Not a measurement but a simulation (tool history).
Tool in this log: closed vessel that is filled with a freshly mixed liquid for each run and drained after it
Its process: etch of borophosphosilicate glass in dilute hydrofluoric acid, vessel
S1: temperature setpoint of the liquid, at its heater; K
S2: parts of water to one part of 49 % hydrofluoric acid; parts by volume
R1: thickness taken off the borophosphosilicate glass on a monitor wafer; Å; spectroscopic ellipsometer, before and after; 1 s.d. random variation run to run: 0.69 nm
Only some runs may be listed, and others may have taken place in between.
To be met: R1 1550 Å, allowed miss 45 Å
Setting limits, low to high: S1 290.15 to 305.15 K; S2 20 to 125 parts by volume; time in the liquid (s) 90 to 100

Run 1, hour 0: S1 297.15 K, S2 70 parts by volume, time in the liquid (s) 90. Result: R1 602.52 Å.
Run 2, hour 1: S1 300.65 K, S2 70 parts by volume, time in the liquid (s) 90. Result: R1 693.89 Å.
Run 3, hour 4.6: S1 300.65 K, S2 70 parts by volume, time in the liquid (s) 100. Result: R1 774.17 Å.
Run 4, hour 7: S1 301.15 K, S2 65 parts by volume, time in the liquid (s) 100. Result: R1 855.2 Å.
Run 5, hour 10.5: S1 301.15 K, S2 65 parts by volume, time in the liquid (s) 90. Result: R1 762.85 Å.
Run 6, hour 15: S1 301.15 K, S2 90 parts by volume, time in the liquid (s) 90. Result: R1 537.28 Å.
At hour 18.7: thermometer replaced.
Run 7, hour 18.7: S1 301.65 K, S2 85 parts by volume, time in the liquid (s) 90. Result: R1 551.87 Å.
Run 8, hour 22.7: S1 302.15 K, S2 80 parts by volume, time in the liquid (s) 90. Result: R1 602.45 Å.

Which one of the following 4 next-run settings gets every result inside its allowed miss? There is exactly one.
Run A, hour 26.7: S1 303.15 K, S2 40 parts by volume, time in the liquid (s) 100. Result: R1 ?.
Run B, hour 26.7: S1 295.65 K, S2 30 parts by volume, time in the liquid (s) 100. Result: R1 ?.
Run C, hour 26.7: S1 305.15 K, S2 45 parts by volume, time in the liquid (s) 100. Result: R1 ?.
Run D, hour 26.7: S1 304.65 K, S2 40 parts by volume, time in the liquid (s) 100. Result: R1 ?.

move      R1
   A  1477.5
   B  1469.8
   C  1409.3
   D  1567.5
A: closer than the last run, but not yet in spec
B: closer than the last run, but not yet in spec
C: closer than the last run, but not yet in spec
D: every result within its allowed miss
D meets every target.

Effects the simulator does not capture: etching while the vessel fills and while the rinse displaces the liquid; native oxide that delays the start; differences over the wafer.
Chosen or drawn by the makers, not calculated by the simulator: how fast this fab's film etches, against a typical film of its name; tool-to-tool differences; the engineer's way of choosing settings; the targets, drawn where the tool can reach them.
